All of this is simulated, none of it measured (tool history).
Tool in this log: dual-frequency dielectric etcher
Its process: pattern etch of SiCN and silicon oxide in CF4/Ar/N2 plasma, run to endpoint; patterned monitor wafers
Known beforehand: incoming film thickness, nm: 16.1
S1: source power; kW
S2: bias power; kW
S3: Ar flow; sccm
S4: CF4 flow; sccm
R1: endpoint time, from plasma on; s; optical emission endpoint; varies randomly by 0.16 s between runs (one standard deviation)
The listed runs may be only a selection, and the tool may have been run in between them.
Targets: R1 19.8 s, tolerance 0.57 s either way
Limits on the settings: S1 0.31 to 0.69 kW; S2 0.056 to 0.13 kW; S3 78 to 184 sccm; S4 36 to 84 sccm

{"run": 1, "hour": 0.0, "S1": 0.5, "S2": 0.093, "S3": 131, "S4": 60, "R1": 16.176}
{"run": 2, "hour": 3.3, "S1": 0.56, "S2": 0.093, "S3": 131, "S4": 60, "R1": 14.509}
{"run": 3, "hour": 11.5, "S1": 0.5, "S2": 0.091, "S3": 132, "S4": 60, "R1": 16.577}
{"run": 4, "hour": 17.6, "S1": 0.47, "S2": 0.09, "S3": 132, "S4": 60, "R1": 17.517}
{"run": 5, "hour": 23.5, "S1": 0.55, "S2": 0.09, "S3": 132, "S4": 60, "R1": 15.215}
{"run": 6, "hour": 30.3, "S1": 0.55, "S2": 0.09, "S3": 132, "S4": 56, "R1": 15.334}
{"run": 7, "hour": 37.8, "S1": 0.5, "S2": 0.089, "S3": 132, "S4": 56, "R1": 16.802}
{"run": 8, "hour": 42.8, "S1": 0.47, "S2": 0.088, "S3": 132, "S4": 56, "R1": 17.84}
{"run": 9, "hour": 49.8, "S1": 0.45, "S2": 0.087, "S3": 132, "S4": 56, "R1": 18.733}
{"run": 10, "hour": 51.4, "S1": 0.44, "S2": 0.087, "S3": 132, "S4": 56, "R1": 19.039}

5 next moves are on the table. One of them brings every result within its allowed miss. Which?
{"run": "A", "hour": 53.0, "S1": 0.44, "S2": 0.09, "S3": 127, "S4": 51, "R1": "?"}
{"run": "B", "hour": 53.0, "S1": 0.46, "S2": 0.085, "S3": 130, "S4": 58, "R1": "?"}
{"run": "C", "hour": 53.0, "S1": 0.47, "S2": 0.088, "S3": 123, "S4": 55, "R1": "?"}
{"run": "D", "hour": 53.0, "S1": 0.49, "S2": 0.089, "S3": 149, "S4": 56, "R1": "?"}
{"run": "E", "hour": 53.0, "S1": 0.43, "S2": 0.09, "S3": 130, "S4": 47, "R1": "?"}

move=A R1=18.926
move=B R1=18.472
move=C R1=17.747
move=D R1=17.538
move=E R1=19.622
A: its largest miss is bigger than the last run's
B: its largest miss is bigger than the last run's
C: its largest miss is bigger than the last run's
D: its largest miss is bigger than the last run's
E: in spec on every target
Correct choice: E, which meets every target

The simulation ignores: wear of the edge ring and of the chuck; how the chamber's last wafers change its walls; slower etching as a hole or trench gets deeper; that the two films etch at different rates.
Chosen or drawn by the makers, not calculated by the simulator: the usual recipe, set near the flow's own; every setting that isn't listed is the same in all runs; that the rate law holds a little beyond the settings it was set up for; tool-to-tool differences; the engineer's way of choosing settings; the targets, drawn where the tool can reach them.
